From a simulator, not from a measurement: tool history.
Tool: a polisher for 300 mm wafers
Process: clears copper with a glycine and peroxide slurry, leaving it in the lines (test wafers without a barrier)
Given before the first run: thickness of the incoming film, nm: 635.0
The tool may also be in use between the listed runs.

run	day	flow of slurry (ml/min)	pressure of the wafer on the pad (psi)	speed of the pad under the wafer (cm/s)	overpolish time after the end point (s)	time until the end point was called (s)	dishing of a wide line in a test structure (angstrom)
1	0.000	260	2.3	112	19	146.03	530.48
2	0.108	250	2.2	120	15	139.27	421.89
3	0.208	245	2.2	124	13	136.82	384.57
4	0.471	235	2.2	128	11	133.81	339.31
5	0.592	270	2.2	128	11	131.65	350.24
6	0.692	270	2.2	110	11	143.63	306.89
7	1.067	280	2.7	102	6	134.66	192.99
8	1.308	280	2.7	106	7	132.00	233.93
9	1.542	280	2.7	108	7	129.21	224.93

What does the tool deliver on the next run?
10	1.779	280	2.7	110	7	?	?

Logged for run 10: time until the end point was called (s) 126.16, dishing of a wide line in a test structure (angstrom) 232.11.
